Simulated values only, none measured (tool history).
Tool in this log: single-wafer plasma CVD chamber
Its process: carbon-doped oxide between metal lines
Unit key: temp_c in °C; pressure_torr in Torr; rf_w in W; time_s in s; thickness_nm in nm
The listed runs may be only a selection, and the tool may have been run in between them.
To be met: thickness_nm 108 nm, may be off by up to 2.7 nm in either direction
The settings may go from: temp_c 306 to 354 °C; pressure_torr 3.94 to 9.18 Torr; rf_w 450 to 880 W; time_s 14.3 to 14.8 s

run  hour  temp_c  pressure_torr  rf_w  time_s  thickness_nm
  1     0     330           6.56   665    14.3        94.221
  2   3.6     330           6.56   740    14.3        100.59
  3   7.6     328           6.66   750    14.3        102.71
  4   8.7     328           6.66   695    14.3        97.393
  5  11.6     328           6.66   695    14.8        101.01
  6  17.7     328           7.68   695    14.8        101.57
  7  24.8     326            7.7   705    14.8        103.26
  8  31.5     325           7.72   715    14.8        104.21

Which of these 4 next moves meets every target?
  A  38.2     324           7.21   685    14.6             ?
  B  38.2     317           8.79   705    14.8             ?
  C  38.2     323           7.54   735    14.3             ?
  D  38.2     318           8.64   705    14.3             ?

move  thickness_nm
   A        100.85
   B        107.74
   C        103.79
   D        103.68
A: moves away from the targets compared with the last run
B: all results in spec
C: moves away from the targets compared with the last run
D: moves away from the targets compared with the last run
Move B is the one to make.
